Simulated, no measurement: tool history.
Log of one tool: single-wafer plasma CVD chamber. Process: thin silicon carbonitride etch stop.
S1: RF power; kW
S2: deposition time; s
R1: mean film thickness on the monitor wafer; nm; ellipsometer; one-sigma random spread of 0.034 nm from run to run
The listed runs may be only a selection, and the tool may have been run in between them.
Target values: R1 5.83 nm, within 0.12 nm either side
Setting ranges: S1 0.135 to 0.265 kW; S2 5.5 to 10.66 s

Run 1, hour 0: S1 0.2 kW, S2 8.08 s. Result: R1 4.7245 nm.
Run 2, hour 2.2: S1 0.22 kW, S2 8.08 s. Result: R1 4.9176 nm.
Run 3, hour 10.4: S1 0.225 kW, S2 8.19 s. Result: R1 4.9963 nm.
Run 4, hour 17: S1 0.225 kW, S2 9.12 s. Result: R1 5.6091 nm.
Run 5, hour 19.5: S1 0.225 kW, S2 9.13 s. Result: R1 5.5582 nm.
Run 6, hour 26.7: S1 0.225 kW, S2 9.15 s. Result: R1 5.6362 nm.
Run 7, hour 34.9: S1 0.225 kW, S2 9.16 s. Result: R1 5.598 nm.
Run 8, hour 41.7: S1 0.225 kW, S2 9.18 s. Result: R1 5.6912 nm.
Run 9, hour 48.6: S1 0.225 kW, S2 9.19 s. Result: R1 5.5464 nm.
Run 10, hour 57.4: S1 0.225 kW, S2 9.21 s. Result: R1 5.6379 nm.
Run 11, hour 64.7: S1 0.225 kW, S2 9.22 s. Result: R1 5.6282 nm.
Run 12, hour 67.4: S1 0.225 kW, S2 9.23 s. Result: R1 5.6592 nm.

Below are 4 possible settings for the next run. Only one of them brings all results inside the allowed miss of their targets. Which is it?
Run A, hour 70.1: S1 0.23 kW, S2 9.03 s. Result: R1 ?.
Run B, hour 70.1: S1 0.23 kW, S2 9.37 s. Result: R1 ?.
Run C, hour 70.1: S1 0.23 kW, S2 9.07 s. Result: R1 ?.
Run D, hour 70.1: S1 0.225 kW, S2 9.12 s. Result: R1 ?.

move      R1
   A  5.5613
   B  5.7707
   C   5.586
   D  5.5741
A: lands further from the targets than the last run did
B: all results land within tolerance of their targets
C: lands further from the targets than the last run did
D: lands further from the targets than the last run did
Move B is the one to make.
